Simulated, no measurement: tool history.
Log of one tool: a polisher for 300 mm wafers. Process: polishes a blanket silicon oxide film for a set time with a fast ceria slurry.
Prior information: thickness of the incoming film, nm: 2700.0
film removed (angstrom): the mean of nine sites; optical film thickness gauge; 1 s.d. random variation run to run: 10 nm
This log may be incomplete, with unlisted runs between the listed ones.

run,hour,flow of slurry (ml/min),pressure of the wafer on the pad (kPa),speed of the pad under the wafer (m/s),polishing time (s),film removed (angstrom)
1,0.0,295,18.6,1.20,31,5588.9
2,8.6,295,21.4,1.22,31,6128.1
3,17.3,295,21.4,1.22,31,6113.1
4,19.6,300,23.4,1.32,31,7127.4
5,27.2,230,23.4,1.32,31,6921.9
6,35.0,230,22.1,1.32,31,6500.0
7,36.7,250,24.1,1.38,31,7325.2

Run 8 has not been measured yet. What should we expect?
8,45.6,260,25.5,1.44,31,?

{"run 8": {"film removed (angstrom)": 7986.9}}
